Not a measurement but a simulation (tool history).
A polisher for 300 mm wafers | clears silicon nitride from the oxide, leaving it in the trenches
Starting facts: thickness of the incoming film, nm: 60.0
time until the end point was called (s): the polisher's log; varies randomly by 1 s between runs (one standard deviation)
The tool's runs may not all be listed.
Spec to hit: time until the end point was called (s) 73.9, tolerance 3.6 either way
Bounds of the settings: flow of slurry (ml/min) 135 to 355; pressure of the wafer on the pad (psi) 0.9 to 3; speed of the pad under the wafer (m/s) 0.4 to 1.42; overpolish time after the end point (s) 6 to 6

run	hour	flow of slurry (ml/min)	pressure of the wafer on the pad (psi)	speed of the pad under the wafer (m/s)	overpolish time after the end point (s)	time until the end point was called (s)
1	0	225	1.9	0.9	6	89.575
2	6.6	225	2	0.9	6	84.297
3	13	225	2	0.9	6	87.093
4	21.3	225	2	0.8	6	95.486
5	27.3	225	2	0.68	6	109.02
6	32.1	225	2.1	0.68	6	106.59
7	36.2	225	2.2	0.68	6	98.314
8	40.6	225	2.3	0.68	6	95.682
9	46.2	225	2.4	0.68	6	90.702
10	46.9	225	2.5	0.68	6	88.753
11	49.4	225	2.5	0.68	6	88.062
12	51.9	225	2.6	0.68	6	85.176

Of the 5 settings listed for the next run, only one would bring every result within its allowed miss of target. Which one?
A	54.4	235	2.2	0.78	6	?
B	54.4	260	2.6	0.7	6	?
C	54.4	210	2.4	0.64	6	?
D	54.4	215	2.7	0.76	6	?
E	54.4	240	2.7	0.56	6	?

move	time until the end point was called (s)
A	86.226
B	80.201
C	96.087
D	72.95
E	95.41
A: moves away from the targets compared with the last run
B: nearer the targets than the last run, but a result is still out of spec
C: moves away from the targets compared with the last run
D: every result lands within tolerance
E: moves away from the targets compared with the last run
Move D is the one to make.
